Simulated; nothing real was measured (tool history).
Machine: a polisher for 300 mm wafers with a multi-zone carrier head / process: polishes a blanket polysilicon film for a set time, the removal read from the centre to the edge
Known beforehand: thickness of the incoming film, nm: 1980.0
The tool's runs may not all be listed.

run  hour  flow of slurry (ml/min)  pressure of the head's centre zone  pressure of the head's middle zone  pressure of the head's edge zone  polishing time (s)  film removed at the wafer's centre (Å)  film removed at mid-radius (Å)  film removed at the wafer's edge (Å)
  1   0.0                      255                                1.00                                1.00                              1.00                  46                                  4523.5                          4499.7                                4641.0
  2   3.9                      260                                1.00                                1.00                              1.03                  47                                  4617.9                          4723.0                                4657.6
  3  10.9                      260                                1.07                                1.00                              1.03                  47                                  4949.6                          4712.3                                4858.2
  4  19.9                      200                                1.07                                1.00                              1.03                  47                                  4776.0                          4473.4                                4609.0
  5  20.4                      200                                1.07                                0.95                              1.03                  47                                  4728.0                          4367.0                                4678.9
  6  21.7                      200                                1.07                                0.95                              1.03                  42                                  4275.7                          3821.8                                4034.0
  7  26.9                      220                                1.05                                0.94                              1.06                  44                                  4506.0                          4014.5                                4459.2
  8  27.9                      240                                1.03                                0.95                              1.08                  45                                  4478.5                          4161.5                                4589.4
  9  34.1                      220                                0.97                                0.98                              1.18                  56                                  5280.4                          5367.5                                5892.2

For run 10, what comes out?
 10  43.1                      215                                0.96                                0.97                              1.18                  56                                       ?                               ?                                     ?

{"run 10": {"film removed at the wafer's centre (Å)": 5150.9, "film removed at mid-radius (Å)": 5196.6, "film removed at the wafer's edge (Å)": 5893.1}}
